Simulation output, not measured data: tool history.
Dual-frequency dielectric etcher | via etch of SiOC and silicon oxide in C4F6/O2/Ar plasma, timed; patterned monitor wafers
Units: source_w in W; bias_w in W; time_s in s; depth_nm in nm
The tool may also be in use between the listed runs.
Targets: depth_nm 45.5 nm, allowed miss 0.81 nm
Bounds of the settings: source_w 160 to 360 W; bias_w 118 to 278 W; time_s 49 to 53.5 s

run,hour,source_w,bias_w,time_s,depth_nm
1,0,260,198,53.5,50.186
2,5.5,250,197,53.5,49.108
3,8,250,215,53.5,50.556
4,15.6,250,215,53.5,50.532
5,17.9,240,214,53.5,49.233
6,20.1,280,214,53.5,52.844
7,27.8,270,212,53.5,51.767
8,36.4,260,211,53.5,50.913
9,39.2,250,210,53.5,50.319
10,45.7,240,209,53.5,49.75
11,53.1,230,207,53.5,48.52
12,55.1,230,206,53.5,48.362
13,62.6,230,206,53.5,48.336
14,66.7,230,205,53.5,48.294
15,72.2,190,198,53.5,43.717

4 next moves are on the table. One of them brings every result within its allowed miss. Which?
A,77.7,230,212,52,?
B,77.7,230,185,52.5,?
C,77.7,220,210,53.5,?
D,77.7,250,232,49.5,?

move,depth_nm
A,47.377
B,45.94
C,47.685
D,48.032
A: takes the result that was furthest off past its target
B: meets every target
C: takes the result that was furthest off past its target
D: takes the result that was furthest off past its target
Move B is the one to make.
